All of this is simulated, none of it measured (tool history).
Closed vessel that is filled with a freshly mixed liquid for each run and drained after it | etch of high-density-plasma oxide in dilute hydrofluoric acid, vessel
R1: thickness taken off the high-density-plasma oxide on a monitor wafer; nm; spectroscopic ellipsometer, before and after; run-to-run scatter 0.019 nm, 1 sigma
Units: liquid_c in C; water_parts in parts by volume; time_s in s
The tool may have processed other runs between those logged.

{"run": 1, "day": 0.0, "liquid_c": 25, "water_parts": 90, "time_s": 30, "R1": 3.3159}
{"run": 2, "day": 0.262, "liquid_c": 27.5, "water_parts": 85, "time_s": 30, "R1": 3.882}
{"run": 3, "day": 0.471, "liquid_c": 31, "water_parts": 85, "time_s": 30, "R1": 4.4372}
{"run": 4, "day": 0.588, "liquid_c": 31, "water_parts": 85, "time_s": 30, "R1": 4.4406}
{"run": 5, "day": 0.817, "liquid_c": 31.5, "water_parts": 80, "time_s": 30, "R1": 4.8572}
{"run": 6, "day": 0.838, "liquid_c": 31.5, "water_parts": 80, "time_s": 30, "R1": 4.8522}

Run 7, settings as shown, results not yet in. Your forecast:
{"run": 7, "day": 1.142, "liquid_c": 33, "water_parts": 65, "time_s": 30, "R1": "?"}

Logged for run 7: R1 6.515 nm.
